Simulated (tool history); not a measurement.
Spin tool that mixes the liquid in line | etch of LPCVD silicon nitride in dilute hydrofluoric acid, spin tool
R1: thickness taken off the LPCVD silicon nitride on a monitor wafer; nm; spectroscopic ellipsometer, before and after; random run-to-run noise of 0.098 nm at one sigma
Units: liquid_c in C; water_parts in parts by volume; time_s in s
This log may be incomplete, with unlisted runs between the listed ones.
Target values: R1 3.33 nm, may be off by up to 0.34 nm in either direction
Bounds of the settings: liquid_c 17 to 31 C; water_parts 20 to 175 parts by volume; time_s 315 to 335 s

{"run": 1, "day": 0.0, "liquid_c": 23, "water_parts": 95, "time_s": 315, "R1": 1.834}
{"run": 2, "day": 0.212, "liquid_c": 21.5, "water_parts": 95, "time_s": 315, "R1": 1.6777}
{"run": 3, "day": 0.312, "liquid_c": 21.5, "water_parts": 125, "time_s": 315, "R1": 1.3846}
{"run": 4, "day": 0.412, "liquid_c": 22.5, "water_parts": 115, "time_s": 320, "R1": 1.577}
{"run": 5, "day": 0.712, "liquid_c": 22.5, "water_parts": 115, "time_s": 335, "R1": 1.6813}
{"run": 6, "day": 0.908, "liquid_c": 22.5, "water_parts": 85, "time_s": 335, "R1": 2.2272}
{"run": 7, "day": 1.062, "liquid_c": 23, "water_parts": 80, "time_s": 335, "R1": 2.4656}
{"run": 8, "day": 1.333, "liquid_c": 23.5, "water_parts": 80, "time_s": 335, "R1": 2.5796}
{"run": 9, "day": 1.642, "liquid_c": 24, "water_parts": 80, "time_s": 335, "R1": 2.7279}
{"run": 10, "day": 1.775, "liquid_c": 24.5, "water_parts": 80, "time_s": 335, "R1": 2.9571}
{"run": 11, "day": 2.021, "liquid_c": 25, "water_parts": 80, "time_s": 335, "R1": 2.969}
{"day": 2.079, "done": "hydrofluoric acid flow meter replaced"}
{"run": 12, "day": 2.079, "liquid_c": 25.5, "water_parts": 80, "time_s": 335, "R1": 2.8606}
{"run": 13, "day": 2.442, "liquid_c": 26, "water_parts": 80, "time_s": 335, "R1": 2.7754}

Consider the 4 candidate settings below. Which is the only one whose results all fall within their allowed miss of target?
{"run": "A", "day": 2.804, "liquid_c": 24.5, "water_parts": 45, "time_s": 335, "R1": "?"}
{"run": "B", "day": 2.804, "liquid_c": 29, "water_parts": 110, "time_s": 330, "R1": "?"}
{"run": "C", "day": 2.804, "liquid_c": 26.5, "water_parts": 70, "time_s": 335, "R1": "?"}
{"run": "D", "day": 2.804, "liquid_c": 27.5, "water_parts": 55, "time_s": 335, "R1": "?"}

move=A R1=4.5185
move=B R1=2.4642
move=C R1=3.3421
move=D R1=4.5287
A: takes the biggest miss from the last run beyond its target
B: moves away from the targets compared with the last run
C: each result inside its tolerance
D: takes the biggest miss from the last run beyond its target
C meets every target.

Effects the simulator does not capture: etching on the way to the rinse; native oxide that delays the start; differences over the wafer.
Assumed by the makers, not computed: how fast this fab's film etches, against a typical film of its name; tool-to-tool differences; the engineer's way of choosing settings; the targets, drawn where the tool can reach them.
